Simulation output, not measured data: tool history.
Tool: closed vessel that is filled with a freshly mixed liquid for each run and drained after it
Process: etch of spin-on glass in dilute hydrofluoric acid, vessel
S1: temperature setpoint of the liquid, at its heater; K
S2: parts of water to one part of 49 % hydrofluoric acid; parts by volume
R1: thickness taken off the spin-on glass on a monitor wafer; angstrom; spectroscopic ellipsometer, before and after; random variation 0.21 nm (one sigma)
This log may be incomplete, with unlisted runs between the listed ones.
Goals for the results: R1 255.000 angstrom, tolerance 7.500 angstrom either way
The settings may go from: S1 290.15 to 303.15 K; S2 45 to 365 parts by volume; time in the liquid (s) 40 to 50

run 1 hour=0.0 | S1=295.15 S2=205 time_in_the_liquid_(s)=50 | R1=108.670
run 2 hour=3.3 | S1=295.15 S2=205 time_in_the_liquid_(s)=40 | R1=87.119
run 3 hour=7.5 | S1=297.15 S2=165 time_in_the_liquid_(s)=40 | R1=120.320
run 4 hour=11.6 | S1=294.65 S2=165 time_in_the_liquid_(s)=40 | R1=110.470
run 5 hour=18.4 | S1=294.65 S2=165 time_in_the_liquid_(s)=40 | R1=109.380
run 6 hour=23.3 | S1=297.15 S2=135 time_in_the_liquid_(s)=40 | R1=150.760
run 7 hour=28.9 | S1=298.65 S2=120 time_in_the_liquid_(s)=40 | R1=186.040
run 8 hour=30.2 | S1=302.65 S2=110 time_in_the_liquid_(s)=40 | R1=238.820

Which single option among these 4 for the next run brings every result within its allowed miss of target? Just one does.
run A hour=31.5 | S1=302.65 S2=125 time_in_the_liquid_(s)=40 | R1=?
run B hour=31.5 | S1=303.15 S2=120 time_in_the_liquid_(s)=40 | R1=?
run C hour=31.5 | S1=302.65 S2=115 time_in_the_liquid_(s)=45 | R1=?
run D hour=31.5 | S1=303.15 S2=125 time_in_the_liquid_(s)=45 | R1=?

move=A R1=206.690
move=B R1=220.810
move=C R1=256.020
move=D R1=236.940
A: moves away from the targets compared with the last run
B: moves away from the targets compared with the last run
C: all results in spec
D: moves away from the targets compared with the last run
Go with C: it meets all targets.
